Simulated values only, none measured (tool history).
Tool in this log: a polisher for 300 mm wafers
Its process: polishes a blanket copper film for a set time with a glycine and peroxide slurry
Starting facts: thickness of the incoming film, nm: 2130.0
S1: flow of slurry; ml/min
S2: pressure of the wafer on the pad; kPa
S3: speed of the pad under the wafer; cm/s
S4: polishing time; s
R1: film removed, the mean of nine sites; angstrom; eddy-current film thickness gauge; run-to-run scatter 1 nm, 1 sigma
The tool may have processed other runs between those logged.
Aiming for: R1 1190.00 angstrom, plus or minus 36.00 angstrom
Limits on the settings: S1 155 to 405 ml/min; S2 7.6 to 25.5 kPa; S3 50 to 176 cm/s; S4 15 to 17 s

run	hour	S1	S2	S3	S4	R1
1	0.0	260	16.5	112	17	696.48
2	4.9	265	19.3	116	17	782.76
3	7.5	265	21.4	116	17	833.40
4	8.5	270	22.8	126	17	941.62
5	13.9	270	24.1	126	17	968.57
6	21.9	270	22.1	126	17	908.16
# hour 26.5: worn pad replaced by a new one
7	26.5	285	25.5	148	17	1318.70
8	29.4	265	24.8	148	17	1264.20

Which one of the following 4 next-run settings gets every result inside its allowed miss? There is exactly one.
A	32.3	260	23.4	166	17	?
B	32.3	350	18.6	162	17	?
C	32.3	205	24.8	162	17	?
D	32.3	220	24.1	160	17	?

move	R1
A	1364.20
B	1174.40
C	1359.90
D	1327.40
A: misses by more than the last run did
B: all results in spec
C: misses by more than the last run did
D: misses by more than the last run did
Correct choice: B, which meets every target

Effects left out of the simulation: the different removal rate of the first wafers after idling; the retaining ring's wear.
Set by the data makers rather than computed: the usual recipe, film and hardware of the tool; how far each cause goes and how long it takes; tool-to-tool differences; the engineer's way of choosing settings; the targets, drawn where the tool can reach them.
